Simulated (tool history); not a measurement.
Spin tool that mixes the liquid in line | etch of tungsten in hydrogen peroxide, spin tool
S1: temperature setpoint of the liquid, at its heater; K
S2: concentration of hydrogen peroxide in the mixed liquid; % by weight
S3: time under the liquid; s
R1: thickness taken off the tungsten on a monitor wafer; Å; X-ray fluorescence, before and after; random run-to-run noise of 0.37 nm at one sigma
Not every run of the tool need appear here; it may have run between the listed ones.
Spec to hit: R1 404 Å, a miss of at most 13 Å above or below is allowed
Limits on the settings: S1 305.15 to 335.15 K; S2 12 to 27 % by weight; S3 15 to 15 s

run	hour	S1	S2	S3	R1
1	0	319.15	18	15	189.3
2	1.9	319.15	18	15	190.5
3	7.8	322.65	18	15	233.43
4	10.6	326.65	18	15	298.75
5	19.6	322.15	18	15	229.44
6	25.5	322.15	20	15	238.82
7	34.4	324.65	20	15	283.55
8	41.6	326.15	20	15	309.51

Which of these 4 next moves meets every target?
A	48.8	321.15	21.5	15	?
B	48.8	333.15	17.5	15	?
C	48.8	329.15	23.5	15	?
D	48.8	333.65	18	15	?

move	R1
A	234.73
B	433.27
C	397.8
D	452.21
A: lands further from the targets than the last run did
B: takes the result that was furthest off past its target
C: every result within its allowed miss
D: takes the result that was furthest off past its target
Go with C: it meets all targets.
